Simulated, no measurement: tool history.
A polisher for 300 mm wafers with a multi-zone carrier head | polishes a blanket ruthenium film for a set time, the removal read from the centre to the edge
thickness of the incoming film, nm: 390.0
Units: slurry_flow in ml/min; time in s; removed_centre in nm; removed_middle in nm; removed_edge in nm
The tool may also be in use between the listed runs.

run	hour	slurry_flow	centre_zone	middle_zone	edge_zone	time	removed_centre	removed_middle	removed_edge
1	0.0	305	1.00	1.00	1.00	34	29.234	28.992	27.449
2	7.2	295	0.96	1.01	1.00	34	28.259	29.559	27.251
3	9.2	295	0.96	1.01	1.00	40	32.900	34.724	32.149
4	14.3	285	0.92	1.00	1.00	38	29.689	32.897	30.272
5	23.2	320	0.92	1.00	1.00	38	30.428	33.030	30.621
6	31.6	300	0.89	0.99	0.99	37	28.813	31.446	29.996
7	39.9	285	0.87	1.00	0.99	36	27.027	30.343	28.633

The next listed run, before its measurement:
8	44.6	270	0.86	1.01	0.99	36	?	?	?

{"run 8": {"removed_centre": 26.172, "removed_middle": 30.931, "removed_edge": 28.402}}
